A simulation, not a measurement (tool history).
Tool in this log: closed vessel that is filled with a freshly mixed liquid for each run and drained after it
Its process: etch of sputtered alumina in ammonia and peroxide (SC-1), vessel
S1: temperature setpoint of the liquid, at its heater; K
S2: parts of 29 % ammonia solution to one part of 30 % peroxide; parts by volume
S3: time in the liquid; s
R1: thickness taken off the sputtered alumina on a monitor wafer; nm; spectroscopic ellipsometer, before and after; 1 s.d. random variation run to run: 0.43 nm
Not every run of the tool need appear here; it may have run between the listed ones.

run	hour	S1	S2	S3	R1
1	0.0	327.15	0.70	865	89.281
2	5.7	327.15	0.55	865	87.487
3	7.8	327.15	0.35	865	84.030
4	13.9	328.65	0.35	865	91.269
5	15.9	335.65	0.35	865	130.890
6	19.8	335.65	0.35	925	140.150
7	25.4	334.65	0.35	925	132.440
8	29.7	334.15	0.35	925	128.430
9	31.3	333.65	0.35	925	126.570
10	37.4	333.15	0.35	925	123.540

What does the tool deliver on the next run?
11	46.2	332.65	0.35	925	?

For run 11 the tool returned R1 120.440 nm.

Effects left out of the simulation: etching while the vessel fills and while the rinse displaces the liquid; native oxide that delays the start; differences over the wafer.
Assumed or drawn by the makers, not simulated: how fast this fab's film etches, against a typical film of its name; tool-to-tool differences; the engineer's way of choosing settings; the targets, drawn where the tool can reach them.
